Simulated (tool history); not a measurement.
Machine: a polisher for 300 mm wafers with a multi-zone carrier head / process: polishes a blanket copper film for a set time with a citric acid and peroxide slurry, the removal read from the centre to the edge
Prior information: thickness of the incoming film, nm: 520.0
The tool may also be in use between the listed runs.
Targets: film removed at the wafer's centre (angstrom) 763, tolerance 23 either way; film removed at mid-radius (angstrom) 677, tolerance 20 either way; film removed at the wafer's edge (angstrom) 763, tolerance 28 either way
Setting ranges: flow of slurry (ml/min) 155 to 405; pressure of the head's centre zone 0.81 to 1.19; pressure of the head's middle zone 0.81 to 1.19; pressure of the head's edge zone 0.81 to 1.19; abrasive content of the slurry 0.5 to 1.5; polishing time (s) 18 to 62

| run | hour | flow of slurry (ml/min) | pressure of the head's centre zone | pressure of the head's middle zone | pressure of the head's edge zone | abrasive content of the slurry | polishing time (s) | film removed at the wafer's centre (angstrom) | film removed at mid-radius (angstrom) | film removed at the wafer's edge (angstrom) |
|---|---|---|---|---|---|---|---|---|---|---|
| 1 | 0 | 260 | 1 | 1 | 1 | 1 | 40 | 1260.8 | 1288.7 | 1230.3 |
| 2 | 5.1 | 260 | 1 | 1 | 1.09 | 1 | 40 | 1290.5 | 1296.7 | 1279.4 |
| 3 | 14.1 | 255 | 1 | 0.98 | 1.08 | 0.95 | 39 | 1242.6 | 1224 | 1234 |
| 4 | 20.1 | 250 | 1 | 0.97 | 1.07 | 0.9 | 38 | 1192.8 | 1178.2 | 1183.2 |
| 5 | 27.1 | 250 | 1 | 0.97 | 1.03 | 0.9 | 38 | 1200.7 | 1173.7 | 1162.3 |
| 6 | 35.2 | 250 | 1 | 1.01 | 1.03 | 0.9 | 38 | 1194.7 | 1220.4 | 1182.1 |
| 7 | 36.2 | 200 | 0.93 | 0.91 | 1.06 | 0.65 | 27 | 738.24 | 749.07 | 790.09 |
| 8 | 39.2 | 200 | 0.93 | 0.9 | 1.06 | 0.65 | 27 | 754.21 | 741.1 | 793.2 |
| 9 | 41.5 | 200 | 0.93 | 0.89 | 1.06 | 0.65 | 27 | 736.87 | 729.59 | 792.61 |
| 10 | 42.7 | 200 | 0.94 | 0.88 | 1.05 | 0.65 | 27 | 750.09 | 719.97 | 777.69 |

Below are 5 possible settings for the next run. Only one of them brings all results inside the allowed miss of their targets. Which is it?
| A | 43.9 | 205 | 0.97 | 0.97 | 0.92 | 0.9 | 25 | ? | ? | ? |
| B | 43.9 | 155 | 0.95 | 1 | 1.18 | 1 | 25 | ? | ? | ? |
| C | 43.9 | 220 | 1.01 | 1.01 | 1.02 | 0.65 | 26 | ? | ? | ? |
| D | 43.9 | 165 | 1.03 | 0.9 | 1.14 | 0.5 | 26 | ? | ? | ? |
| E | 43.9 | 235 | 0.93 | 0.91 | 0.98 | 0.75 | 27 | ? | ? | ? |

| move | film removed at the wafer's centre (angstrom) | film removed at mid-radius (angstrom) | film removed at the wafer's edge (angstrom) |
|---|---|---|---|
| A | 760.57 | 764.94 | 717.59 |
| B | 736.88 | 777.66 | 805.67 |
| C | 794.09 | 791.4 | 751.98 |
| D | 764.41 | 682.75 | 757.15 |
| E | 776.86 | 773.78 | 784.82 |
A: the biggest miss grows against the last run
B: the biggest miss grows against the last run
C: the biggest miss grows against the last run
D: each result inside its tolerance
E: the biggest miss grows against the last run
D meets every target.

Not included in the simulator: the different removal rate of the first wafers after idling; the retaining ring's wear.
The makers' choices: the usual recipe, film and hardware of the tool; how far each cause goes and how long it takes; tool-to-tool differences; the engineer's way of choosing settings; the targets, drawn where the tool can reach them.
